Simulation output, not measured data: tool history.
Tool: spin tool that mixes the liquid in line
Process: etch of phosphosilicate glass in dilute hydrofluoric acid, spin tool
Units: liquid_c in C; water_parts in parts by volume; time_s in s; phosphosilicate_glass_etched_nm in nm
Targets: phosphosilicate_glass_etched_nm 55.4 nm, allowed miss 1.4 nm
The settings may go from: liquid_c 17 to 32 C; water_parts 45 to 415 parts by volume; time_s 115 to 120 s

run	hour	liquid_c	water_parts	time_s	phosphosilicate_glass_etched_nm
1	0	24	230	115	93.566
2	4.6	22	230	115	87.56
3	7.5	22	165	115	130.8
4	12	22	115	115	196.53
5	20.6	22	115	115	199.13
6	28	25	115	115	223.02
7	36.4	22.5	165	115	132.53
8	40.3	21	190	115	106.03
# hour 42.2: thermometer replaced
9	42.2	20	210	115	84.684
10	44.3	19	220	115	77.079
11	51.7	18.5	230	115	71.882
12	53.8	18.5	230	115	72.167
13	61.9	18.5	230	115	72.121
14	65.7	18	240	115	67.69
15	68.8	17	280	115	52.701

5 next moves are on the table. One of them brings every result within its allowed miss. Which?
A	71.9	17	260	115	?
B	71.9	17	295	115	?
C	71.9	17	285	115	?
D	71.9	17	270	115	?
E	71.9	17.5	300	120	?

move	phosphosilicate_glass_etched_nm
A	58.236
B	49.821
C	52.005
D	55.599
E	51.877
A: takes the result that was furthest off past its target
B: further off than the last run
C: further off than the last run
D: meets every target
E: further off than the last run
Answer: D

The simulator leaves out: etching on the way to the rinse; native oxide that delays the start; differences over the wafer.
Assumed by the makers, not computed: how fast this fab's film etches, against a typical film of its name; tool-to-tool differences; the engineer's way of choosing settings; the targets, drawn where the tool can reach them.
